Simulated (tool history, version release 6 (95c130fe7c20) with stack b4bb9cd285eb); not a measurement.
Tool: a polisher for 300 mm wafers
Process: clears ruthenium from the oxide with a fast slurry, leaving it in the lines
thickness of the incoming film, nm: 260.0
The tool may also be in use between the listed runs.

| run | hour | flow of slurry (ml/min) | pressure of the wafer on the pad (psi) | speed of the pad under the wafer (cm/s) | abrasive content of the slurry | overpolish time after the end point (s) | time until the end point was called (s) | dishing of a wide line in a test structure (angstrom) |
|---|---|---|---|---|---|---|---|---|
| 1 | 0.0 | 125 | 2.9 | 124 | 1.00 | 20 | 51.960 | 641.47 |
| 2 | 6.3 | 125 | 2.9 | 124 | 1.00 | 23 | 55.538 | 726.51 |
| 3 | 12.5 | 125 | 2.9 | 104 | 1.00 | 23 | 65.039 | 664.66 |
| 4 | 20.5 | 125 | 2.9 | 84 | 1.00 | 23 | 79.393 | 550.29 |
| 5 | 26.6 | 125 | 2.9 | 70 | 1.00 | 23 | 92.102 | 463.83 |
| 6 | 32.5 | 125 | 2.5 | 70 | 1.00 | 23 | 106.650 | 424.42 |
| 7 | 33.7 | 130 | 2.3 | 66 | 1.00 | 19 | 117.880 | 323.37 |
| 8 | 35.8 | 145 | 2.1 | 64 | 1.05 | 16 | 123.500 | 269.07 |

The next listed run, before its measurement:
| 9 | 36.9 | 155 | 1.9 | 62 | 1.10 | 14 | ? | ? |

Run 9 gave time until the end point was called (s) 132.000, dishing of a wide line in a test structure (angstrom) 223.19.
